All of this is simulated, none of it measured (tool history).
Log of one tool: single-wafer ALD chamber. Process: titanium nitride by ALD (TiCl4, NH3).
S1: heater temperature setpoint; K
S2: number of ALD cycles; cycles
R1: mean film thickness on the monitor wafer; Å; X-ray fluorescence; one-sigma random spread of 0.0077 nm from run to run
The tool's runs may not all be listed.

run 1 day=0 | S1=673.15 S2=108 NH3_pulse_time_(s)=2.28 | R1=25.13
run 2 day=0.204 | S1=673.15 S2=108 NH3_pulse_time_(s)=2.56 | R1=25.371
run 3 day=0.579 | S1=673.15 S2=103 NH3_pulse_time_(s)=2.56 | R1=24.02
run 4 day=0.888 | S1=673.15 S2=103 NH3_pulse_time_(s)=2.56 | R1=24.184
run 5 day=1.229 | S1=673.15 S2=108 NH3_pulse_time_(s)=2.56 | R1=25.055
run 6 day=1.467 | S1=673.15 S2=108 NH3_pulse_time_(s)=2.21 | R1=25.097
run 7 day=1.492 | S1=670.15 S2=107 NH3_pulse_time_(s)=2.04 | R1=24.802
run 8 day=1.583 | S1=668.15 S2=106 NH3_pulse_time_(s)=1.92 | R1=24.454

Predict the results of run 9:
run 9 day=1.917 | S1=667.15 S2=105 NH3_pulse_time_(s)=1.91 | R1=?

{"run 9": {"R1": 24.131}}
